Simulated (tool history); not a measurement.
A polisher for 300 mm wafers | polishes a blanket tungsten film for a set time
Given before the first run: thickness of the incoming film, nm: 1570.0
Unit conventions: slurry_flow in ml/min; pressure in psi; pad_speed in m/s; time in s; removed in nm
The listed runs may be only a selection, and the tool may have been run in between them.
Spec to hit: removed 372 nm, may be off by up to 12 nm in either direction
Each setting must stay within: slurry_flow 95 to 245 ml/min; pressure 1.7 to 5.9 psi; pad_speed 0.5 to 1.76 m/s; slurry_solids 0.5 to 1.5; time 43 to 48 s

{"run": 1, "hour": 0.0, "slurry_flow": 155, "pressure": 3.8, "pad_speed": 1.12, "slurry_solids": 1, "time": 48, "removed": 314.56}
{"run": 2, "hour": 2.7, "slurry_flow": 155, "pressure": 3.8, "pad_speed": 0.84, "slurry_solids": 1, "time": 48, "removed": 244.8}
{"run": 3, "hour": 9.9, "slurry_flow": 155, "pressure": 3.8, "pad_speed": 0.84, "slurry_solids": 1, "time": 48, "removed": 245.27}
{"run": 4, "hour": 16.2, "slurry_flow": 155, "pressure": 3.8, "pad_speed": 0.84, "slurry_solids": 1.1, "time": 48, "removed": 254.3}
{"run": 5, "hour": 20.2, "slurry_flow": 155, "pressure": 4.5, "pad_speed": 0.84, "slurry_solids": 1.1, "time": 48, "removed": 281.1}
{"run": 6, "hour": 23.3, "slurry_flow": 155, "pressure": 4.5, "pad_speed": 0.84, "slurry_solids": 0.95, "time": 48, "removed": 267.88}
{"run": 7, "hour": 30.0, "slurry_flow": 160, "pressure": 4.8, "pad_speed": 0.86, "slurry_solids": 0.95, "time": 48, "removed": 293.56}
{"run": 8, "hour": 31.1, "slurry_flow": 170, "pressure": 5, "pad_speed": 0.86, "slurry_solids": 0.95, "time": 48, "removed": 303.19}
{"run": 9, "hour": 39.7, "slurry_flow": 170, "pressure": 5.2, "pad_speed": 0.88, "slurry_solids": 0.95, "time": 48, "removed": 316.53}
{"run": 10, "hour": 41.3, "slurry_flow": 195, "pressure": 5.9, "pad_speed": 0.88, "slurry_solids": 0.95, "time": 48, "removed": 352.38}
{"run": 11, "hour": 49.9, "slurry_flow": 195, "pressure": 5.9, "pad_speed": 0.9, "slurry_solids": 0.95, "time": 48, "removed": 357.6}

Exercise: of the 5 proposed moves below, exactly one satisfies all targets within the stated allowed misses. Which move is it?
{"run": "A", "hour": 58.5, "slurry_flow": 195, "pressure": 5.1, "pad_speed": 1.12, "slurry_solids": 0.8, "time": 48, "removed": "?"}
{"run": "B", "hour": 58.5, "slurry_flow": 220, "pressure": 5.7, "pad_speed": 0.86, "slurry_solids": 0.95, "time": 47, "removed": "?"}
{"run": "C", "hour": 58.5, "slurry_flow": 195, "pressure": 5.9, "pad_speed": 0.88, "slurry_solids": 1.05, "time": 46, "removed": "?"}
{"run": "D", "hour": 58.5, "slurry_flow": 175, "pressure": 5.7, "pad_speed": 1.02, "slurry_solids": 0.8, "time": 43, "removed": "?"}
{"run": "E", "hour": 58.5, "slurry_flow": 180, "pressure": 5.9, "pad_speed": 0.82, "slurry_solids": 1.2, "time": 45, "removed": "?"}

move=A removed=370.35
move=B removed=334.36
move=C removed=349.39
move=D removed=325.63
move=E removed=331.67
A: every result lands within tolerance
B: its largest miss is bigger than the last run's
C: its largest miss is bigger than the last run's
D: its largest miss is bigger than the last run's
E: its largest miss is bigger than the last run's
Go with A: it meets all targets.
